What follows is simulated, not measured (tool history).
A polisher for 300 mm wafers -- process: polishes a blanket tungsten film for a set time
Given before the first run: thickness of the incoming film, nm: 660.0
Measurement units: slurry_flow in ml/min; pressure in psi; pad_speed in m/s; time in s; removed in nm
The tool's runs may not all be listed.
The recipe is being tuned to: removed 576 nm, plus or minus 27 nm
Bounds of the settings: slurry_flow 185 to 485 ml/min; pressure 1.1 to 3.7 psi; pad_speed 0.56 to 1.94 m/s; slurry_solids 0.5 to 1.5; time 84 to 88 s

run 1 hour=0 | slurry_flow=310 pressure=2.4 pad_speed=1.24 slurry_solids=1 time=84 | removed=346.6
run 2 hour=3.7 | slurry_flow=310 pressure=2.4 pad_speed=1.24 slurry_solids=1 time=88 | removed=367.49
run 3 hour=6.2 | slurry_flow=310 pressure=2.7 pad_speed=1.26 slurry_solids=1 time=88 | removed=410.42
run 4 hour=15.1 | slurry_flow=310 pressure=2.1 pad_speed=1.26 slurry_solids=1 time=88 | removed=329.44
run 5 hour=21.2 | slurry_flow=310 pressure=2.1 pad_speed=1.26 slurry_solids=0.8 time=88 | removed=306.76
run 6 hour=27.8 | slurry_flow=310 pressure=2.1 pad_speed=1.26 slurry_solids=0.7 time=88 | removed=292.82
run 7 hour=34.9 | slurry_flow=310 pressure=2.5 pad_speed=1.3 slurry_solids=0.7 time=88 | removed=361.48
run 8 hour=42 | slurry_flow=310 pressure=3.1 pad_speed=1.36 slurry_solids=0.7 time=88 | removed=472.19
run 9 hour=47.1 | slurry_flow=310 pressure=3.2 pad_speed=1.36 slurry_solids=0.7 time=88 | removed=482.41

Consider the 5 candidate settings below. Which is the only one whose results all fall within their allowed miss of target?
run A hour=52.2 | slurry_flow=350 pressure=3.5 pad_speed=1.5 slurry_solids=0.85 time=84 | removed=?
run B hour=52.2 | slurry_flow=320 pressure=3.5 pad_speed=1.56 slurry_solids=0.8 time=88 | removed=?
run C hour=52.2 | slurry_flow=305 pressure=3.3 pad_speed=1.7 slurry_solids=0.75 time=88 | removed=?
run D hour=52.2 | slurry_flow=315 pressure=3.7 pad_speed=1.54 slurry_solids=0.75 time=88 | removed=?
run E hour=52.2 | slurry_flow=300 pressure=3.7 pad_speed=1.58 slurry_solids=0.75 time=88 | removed=?

move=A removed=587.34
move=B removed=625.43
move=C removed=629.56
move=D removed=641.13
move=E removed=654.64
A: every result within its allowed miss
B: takes the biggest miss from the last run beyond its target
C: takes the biggest miss from the last run beyond its target
D: takes the biggest miss from the last run beyond its target
E: takes the biggest miss from the last run beyond its target
The right move is A.

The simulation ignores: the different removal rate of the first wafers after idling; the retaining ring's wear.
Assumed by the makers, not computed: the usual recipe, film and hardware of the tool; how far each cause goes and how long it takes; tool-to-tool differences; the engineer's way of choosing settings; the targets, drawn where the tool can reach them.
